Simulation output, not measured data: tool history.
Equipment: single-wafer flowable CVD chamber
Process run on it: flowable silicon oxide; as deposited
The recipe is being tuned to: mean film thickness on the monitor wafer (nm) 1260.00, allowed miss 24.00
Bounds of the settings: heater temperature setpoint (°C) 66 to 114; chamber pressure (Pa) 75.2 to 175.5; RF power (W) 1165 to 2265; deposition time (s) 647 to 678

run	hour	heater temperature setpoint (°C)	chamber pressure (Pa)	RF power (W)	deposition time (s)	mean film thickness on the monitor wafer (nm)
1	0.0	90	125.3	1715	678	622.00
2	3.6	90	108.4	1715	678	538.83
3	4.7	90	123.1	1715	678	615.36
4	7.5	87	123.2	1715	678	676.53
5	16.3	87	105.3	1715	678	579.81
6	20.5	97	105.3	1715	678	401.69
7	24.4	93	105.6	1715	678	471.34
8	30.8	90	106.1	1715	678	527.19
9	33.2	87	106.4	1715	678	586.84
10	42.2	87	106.4	1715	678	582.85
11	47.9	84	106.9	1715	678	658.58
12	50.4	82	106.9	1715	678	705.74
13	58.9	80	107.1	1715	678	745.07
14	65.2	78	107.7	1715	678	798.10
15	68.2	77	108.5	1715	678	827.81
16	74.3	76	109.3	1715	678	854.30
17	77.2	75	110.3	1715	678	885.82
18	82.0	74	111.2	1715	678	917.07
19	82.8	73	112.3	1715	678	949.87
20	88.1	72	113.3	1715	678	978.63
21	93.9	71	114.5	1715	678	1015.60
22	100.7	70	115.7	1715	678	1044.70
23	102.3	66	124.0	1720	678	1205.10
24	110.7	66	125.2	1725	678	1223.60
25	117.8	66	126.0	1725	678	1220.50

Consider the 5 candidate settings below. Which is the only one whose results all fall within their allowed miss of target?
A	124.9	68	126.0	1750	678	?
B	124.9	66	137.1	1665	678	?
C	124.9	69	136.0	1910	665	?
D	124.9	66	118.0	2010	678	?
E	124.9	71	130.9	1720	678	?

move	mean film thickness on the monitor wafer (nm)
A	1191.70
B	1326.20
C	1254.50
D	1190.30
E	1155.30
A: lands further from the targets than the last run did
B: takes the biggest miss from the last run beyond its target
C: all results land within tolerance of their targets
D: lands further from the targets than the last run did
E: lands further from the targets than the last run did
Answer: C
